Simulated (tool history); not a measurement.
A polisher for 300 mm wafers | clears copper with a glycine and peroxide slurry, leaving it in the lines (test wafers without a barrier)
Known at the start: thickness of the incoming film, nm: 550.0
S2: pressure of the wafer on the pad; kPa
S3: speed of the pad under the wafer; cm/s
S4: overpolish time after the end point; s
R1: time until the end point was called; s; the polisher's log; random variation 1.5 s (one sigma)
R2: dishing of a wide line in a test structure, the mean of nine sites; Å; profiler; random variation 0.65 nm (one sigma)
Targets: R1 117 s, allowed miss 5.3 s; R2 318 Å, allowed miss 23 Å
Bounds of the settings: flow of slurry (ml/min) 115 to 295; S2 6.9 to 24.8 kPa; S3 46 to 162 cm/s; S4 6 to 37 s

{"run": 1, "hour": 0.0, "flow of slurry (ml/min)": 190, "S2": 15.9, "S3": 104, "S4": 19, "R1": 94.371, "R2": 614.99}
{"run": 2, "hour": 8.5, "flow of slurry (ml/min)": 190, "S2": 17.9, "S3": 104, "S4": 19, "R1": 86.437, "R2": 662.52}
{"run": 3, "hour": 11.7, "flow of slurry (ml/min)": 190, "S2": 16.5, "S3": 104, "S4": 16, "R1": 94.081, "R2": 542.78}
{"run": 4, "hour": 14.4, "flow of slurry (ml/min)": 155, "S2": 16.5, "S3": 104, "S4": 16, "R1": 94.791, "R2": 534.89}
{"run": 5, "hour": 20.2, "flow of slurry (ml/min)": 115, "S2": 16.5, "S3": 104, "S4": 16, "R1": 99.869, "R2": 504.12}
{"run": 6, "hour": 21.0, "flow of slurry (ml/min)": 115, "S2": 16.5, "S3": 104, "S4": 10, "R1": 100, "R2": 335}
{"run": 7, "hour": 25.3, "flow of slurry (ml/min)": 115, "S2": 16.5, "S3": 104, "S4": 10, "R1": 100.18, "R2": 342.71}
{"run": 8, "hour": 29.6, "flow of slurry (ml/min)": 115, "S2": 15.9, "S3": 104, "S4": 10, "R1": 101.12, "R2": 326.25}
{"run": 9, "hour": 32.8, "flow of slurry (ml/min)": 115, "S2": 15.2, "S3": 102, "S4": 11, "R1": 110.67, "R2": 336.54}
{"run": 10, "hour": 34.8, "flow of slurry (ml/min)": 115, "S2": 14.5, "S3": 102, "S4": 11, "R1": 110.53, "R2": 339.92}

5 next moves are on the table. One of them brings every result within its allowed miss. Which?
{"run": "A", "hour": 36.8, "flow of slurry (ml/min)": 130, "S2": 12.4, "S3": 96, "S4": 14, "R1": "?", "R2": "?"}
{"run": "B", "hour": 36.8, "flow of slurry (ml/min)": 115, "S2": 15.2, "S3": 106, "S4": 10, "R1": "?", "R2": "?"}
{"run": "C", "hour": 36.8, "flow of slurry (ml/min)": 115, "S2": 15.2, "S3": 102, "S4": 11, "R1": "?", "R2": "?"}
{"run": "D", "hour": 36.8, "flow of slurry (ml/min)": 115, "S2": 13.8, "S3": 98, "S4": 11, "R1": "?", "R2": "?"}
{"run": "E", "hour": 36.8, "flow of slurry (ml/min)": 150, "S2": 13.8, "S3": 108, "S4": 10, "R1": "?", "R2": "?"}

move=A R1=125.75 R2=377.73
move=B R1=105.99 R2=326.95
move=C R1=109.29 R2=346.67
move=D R1=119.29 R2=320.14
move=E R1=105.62 R2=327.16
A: takes the result that was furthest off past its target
B: further off than the last run
C: further off than the last run
D: meets every target
E: further off than the last run
Move D is the one to make.
